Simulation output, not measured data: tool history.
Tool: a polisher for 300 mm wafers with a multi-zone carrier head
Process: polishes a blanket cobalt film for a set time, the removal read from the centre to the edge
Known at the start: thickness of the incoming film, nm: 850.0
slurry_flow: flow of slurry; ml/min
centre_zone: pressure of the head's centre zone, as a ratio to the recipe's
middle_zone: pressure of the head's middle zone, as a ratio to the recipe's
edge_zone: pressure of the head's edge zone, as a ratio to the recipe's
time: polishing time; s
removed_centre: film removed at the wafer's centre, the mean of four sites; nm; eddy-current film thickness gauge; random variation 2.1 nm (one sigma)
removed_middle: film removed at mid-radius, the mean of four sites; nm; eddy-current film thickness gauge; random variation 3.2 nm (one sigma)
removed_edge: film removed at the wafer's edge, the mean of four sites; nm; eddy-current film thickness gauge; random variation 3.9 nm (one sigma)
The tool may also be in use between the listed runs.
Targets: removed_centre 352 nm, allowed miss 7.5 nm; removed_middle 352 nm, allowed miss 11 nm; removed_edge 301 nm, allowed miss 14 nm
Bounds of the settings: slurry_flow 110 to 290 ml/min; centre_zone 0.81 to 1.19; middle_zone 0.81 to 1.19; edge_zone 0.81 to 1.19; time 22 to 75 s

run  hour  slurry_flow  centre_zone  middle_zone  edge_zone  time  removed_centre  removed_middle  removed_edge
  1     0          185            1            1          1    48          322.02          313.72        308.62
  2   8.7          185            1            1          1    39          259.13          253.37        254.51
  3   9.8          205         1.04         1.06       1.02    40          280.34          277.72        267.39
  4  13.1          205         1.04         1.01       1.02    40          284.05          265.42         263.9
  5    14          205         1.04         1.05       1.02    40          283.07          273.66        269.34
  6  22.5          205         1.04         1.05       1.02    48          340.12          327.39        329.76
  7  25.7          215         1.05         1.07       0.95    48          345.29          338.01         315.1
  8  27.7          220         1.05         1.08       0.92    48          344.74          340.61        307.64

Which of these 4 next moves meets every target?
  A  29.7          210         1.09         1.01       0.95    49               ?               ?             ?
  B  29.7          280         1.05         1.09       0.85    48               ?               ?             ?
  C  29.7          210         0.98         1.16       1.02    48               ?               ?             ?
  D  29.7          240         1.09         1.02       1.01    48               ?               ?             ?

move  removed_centre  removed_middle  removed_edge
   A          363.58          333.86        315.28
   B          355.84           357.2        300.11
   C          322.25          363.18           319
   D          362.18          334.42         321.6
A: further off than the last run
B: meets every target
C: takes the result that was furthest off past its target
D: further off than the last run
Move B is the one to make.

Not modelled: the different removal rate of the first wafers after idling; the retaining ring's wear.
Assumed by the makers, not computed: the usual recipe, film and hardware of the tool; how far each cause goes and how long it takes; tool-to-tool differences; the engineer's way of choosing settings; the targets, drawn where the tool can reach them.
